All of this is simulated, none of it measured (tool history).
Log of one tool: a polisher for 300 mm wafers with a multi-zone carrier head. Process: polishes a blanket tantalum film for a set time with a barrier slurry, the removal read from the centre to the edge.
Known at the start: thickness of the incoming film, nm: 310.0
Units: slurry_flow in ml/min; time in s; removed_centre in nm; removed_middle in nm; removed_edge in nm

run 1 hour=0 | slurry_flow=270 centre_zone=1 middle_zone=1 edge_zone=1 slurry_solids=1 time=52 | removed_centre=87.791 removed_middle=87.86 removed_edge=87.422
run 2 hour=3.2 | slurry_flow=270 centre_zone=1 middle_zone=1 edge_zone=0.92 slurry_solids=1 time=52 | removed_centre=86.945 removed_middle=86.449 removed_edge=83.834
run 3 hour=8 | slurry_flow=265 centre_zone=1.01 middle_zone=0.96 edge_zone=0.9 slurry_solids=0.9 time=46 | removed_centre=74.264 removed_middle=72.005 removed_edge=72.086
run 4 hour=11.5 | slurry_flow=265 centre_zone=1.01 middle_zone=0.96 edge_zone=0.9 slurry_solids=1.05 time=46 | removed_centre=77.498 removed_middle=77.235 removed_edge=76.17
run 5 hour=12.8 | slurry_flow=265 centre_zone=1.04 middle_zone=0.93 edge_zone=0.89 slurry_solids=0.95 time=41 | removed_centre=70.11 removed_middle=64.127 removed_edge=65.286
run 6 hour=20.5 | slurry_flow=265 centre_zone=1.05 middle_zone=0.91 edge_zone=0.88 slurry_solids=0.85 time=38 | removed_centre=63.388 removed_middle=57.497 removed_edge=57.689
run 7 hour=24.7 | slurry_flow=255 centre_zone=1.06 middle_zone=0.89 edge_zone=0.9 slurry_solids=0.75 time=36 | removed_centre=57.123 removed_middle=49.005 removed_edge=52.527
run 8 hour=31.8 | slurry_flow=245 centre_zone=1.07 middle_zone=0.88 edge_zone=0.88 slurry_solids=0.7 time=35 | removed_centre=53.782 removed_middle=46.34 removed_edge=48.575
run 9 hour=34.2 | slurry_flow=210 centre_zone=1.13 middle_zone=0.81 edge_zone=0.91 slurry_solids=0.5 time=29 | removed_centre=37.774 removed_middle=29.975 removed_edge=33.006
run 10 hour=40.5 | slurry_flow=245 centre_zone=1.12 middle_zone=0.81 edge_zone=0.91 slurry_solids=0.5 time=29 | removed_centre=38.281 removed_middle=30.253 removed_edge=33.188
run 11 hour=43.7 | slurry_flow=245 centre_zone=1.12 middle_zone=0.81 edge_zone=0.91 slurry_solids=0.5 time=29 | removed_centre=38.279 removed_middle=30.421 removed_edge=33.384
run 12 hour=45.3 | slurry_flow=255 centre_zone=1.13 middle_zone=0.83 edge_zone=0.93 slurry_solids=0.55 time=29 | removed_centre=41.182 removed_middle=32.665 removed_edge=36.034
run 13 hour=47.6 | slurry_flow=280 centre_zone=1.13 middle_zone=0.84 edge_zone=0.94 slurry_solids=0.55 time=29 | removed_centre=41.631 removed_middle=32.848 removed_edge=36.357
run 14 hour=52.5 | slurry_flow=280 centre_zone=1.13 middle_zone=0.84 edge_zone=0.94 slurry_solids=0.55 time=29 | removed_centre=41.668 removed_middle=32.926 removed_edge=36.177

Forecast run 15:
run 15 hour=59.5 | slurry_flow=300 centre_zone=1.13 middle_zone=0.85 edge_zone=0.95 slurry_solids=0.55 time=29 | removed_centre=? removed_middle=? removed_edge=?

Run 15 gave removed_centre 41.36 nm, removed_middle 33.051 nm, removed_edge 36.51 nm.
